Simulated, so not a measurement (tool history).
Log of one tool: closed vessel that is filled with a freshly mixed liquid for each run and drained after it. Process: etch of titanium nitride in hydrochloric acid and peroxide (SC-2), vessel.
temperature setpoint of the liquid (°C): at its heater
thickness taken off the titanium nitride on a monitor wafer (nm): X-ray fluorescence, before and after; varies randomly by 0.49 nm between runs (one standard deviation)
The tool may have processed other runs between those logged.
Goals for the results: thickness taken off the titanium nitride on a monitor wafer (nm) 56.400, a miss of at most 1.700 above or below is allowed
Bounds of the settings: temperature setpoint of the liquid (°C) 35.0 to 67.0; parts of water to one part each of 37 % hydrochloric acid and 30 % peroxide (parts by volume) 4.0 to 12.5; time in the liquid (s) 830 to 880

run  hour  temperature setpoint of the liquid (°C)  parts of water to one part each of 37 % hydrochloric acid and 30 % peroxide (parts by volume)  time in the liquid (s)  thickness taken off the titanium nitride on a monitor wafer (nm)
  1   0.0                                     51.0                                                                                            7.0                     830                                                            32.973
  2   2.8                                     47.0                                                                                            7.0                     830                                                            25.192
  3   8.3                                     47.0                                                                                            8.0                     830                                                            22.796
  4  11.6                                     48.5                                                                                            8.0                     830                                                            25.017
  5  17.3                                     50.0                                                                                            8.0                     830                                                            27.687
  6  22.5                                     51.5                                                                                            8.0                     830                                                            30.071
  7  31.4                                     52.5                                                                                            8.0                     830                                                            32.424
  8  35.2                                     53.5                                                                                            8.0                     830                                                            34.853
  9  37.5                                     54.5                                                                                            8.0                     830                                                            37.517
 10  44.4                                     55.0                                                                                            8.0                     830                                                            37.796
 11  50.8                                     55.5                                                                                            8.0                     830                                                            39.827
 12  57.2                                     56.0                                                                                            8.0                     830                                                            41.006
 13  58.6                                     56.5                                                                                            8.0                     830                                                            42.187
 14  63.1                                     57.0                                                                                            8.0                     830                                                            44.491
 15  70.2                                     57.5                                                                                            8.0                     830                                                            45.348
 16  72.3                                     58.0                                                                                            8.0                     830                                                            46.151
 17  76.9                                     58.5                                                                                            8.0                     830                                                            48.001
 18  80.1                                     58.5                                                                                            8.0                     830                                                            47.783
 19  86.6                                     59.0                                                                                            8.0                     830                                                            49.269
 20  90.7                                     60.5                                                                                            8.0                     830                                                            54.837

5 next moves are on the table. One of them brings every result within its allowed miss. Which?
  A  94.8                                     55.5                                                                                            5.5                     840                                                                 ?
  B  94.8                                     61.5                                                                                            9.0                     880                                                                 ?
  C  94.8                                     61.0                                                                                            9.0                     830                                                                 ?
  D  94.8                                     59.0                                                                                            8.0                     880                                                                 ?
  E  94.8                                     61.5                                                                                            8.0                     860                                                                 ?

move  thickness taken off the titanium nitride on a monitor wafer (nm)
   A                                                            53.809
   B                                                            56.194
   C                                                            51.377
   D                                                            52.854
   E                                                            60.409
A: misses by more than the last run did
B: hits every target within its allowed miss
C: misses by more than the last run did
D: misses by more than the last run did
E: takes the result that was furthest off past its target
Correct choice: B, which meets every target
